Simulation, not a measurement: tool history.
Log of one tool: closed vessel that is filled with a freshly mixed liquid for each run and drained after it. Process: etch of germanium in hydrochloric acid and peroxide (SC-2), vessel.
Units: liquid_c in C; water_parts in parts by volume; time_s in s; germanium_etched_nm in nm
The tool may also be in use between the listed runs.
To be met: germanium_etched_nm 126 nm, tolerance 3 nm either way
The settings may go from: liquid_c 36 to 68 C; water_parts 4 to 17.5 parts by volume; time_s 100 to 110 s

{"run": 1, "hour": 0.0, "liquid_c": 52, "water_parts": 9.5, "time_s": 100, "germanium_etched_nm": 169.72}
{"run": 2, "hour": 4.0, "liquid_c": 52, "water_parts": 7, "time_s": 100, "germanium_etched_nm": 174.05}
{"run": 3, "hour": 10.1, "liquid_c": 49, "water_parts": 7, "time_s": 100, "germanium_etched_nm": 157.16}
{"run": 4, "hour": 18.3, "liquid_c": 49, "water_parts": 7, "time_s": 100, "germanium_etched_nm": 157.48}
{"run": 5, "hour": 19.7, "liquid_c": 49, "water_parts": 9, "time_s": 100, "germanium_etched_nm": 155.5}
{"run": 6, "hour": 24.8, "liquid_c": 49, "water_parts": 9, "time_s": 110, "germanium_etched_nm": 172.53}
{"run": 7, "hour": 27.5, "liquid_c": 41, "water_parts": 9.5, "time_s": 110, "germanium_etched_nm": 131.07}
{"run": 8, "hour": 31.7, "liquid_c": 40.5, "water_parts": 9.5, "time_s": 110, "germanium_etched_nm": 130.36}

Of the 4 settings listed for the next run, only one would bring every result within its allowed miss of target. Which one?
{"run": "A", "hour": 35.9, "liquid_c": 41.5, "water_parts": 7.5, "time_s": 110, "germanium_etched_nm": "?"}
{"run": "B", "hour": 35.9, "liquid_c": 42.5, "water_parts": 10.5, "time_s": 110, "germanium_etched_nm": "?"}
{"run": "C", "hour": 35.9, "liquid_c": 43, "water_parts": 10, "time_s": 105, "germanium_etched_nm": "?"}
{"run": "D", "hour": 35.9, "liquid_c": 41.5, "water_parts": 11, "time_s": 105, "germanium_etched_nm": "?"}

move=A germanium_etched_nm=137.17
move=B germanium_etched_nm=138.52
move=C germanium_etched_nm=135
move=D germanium_etched_nm=127.36
A: its largest miss is bigger than the last run's
B: its largest miss is bigger than the last run's
C: its largest miss is bigger than the last run's
D: all results in spec
So the answer is move D, the one that meets all the targets.
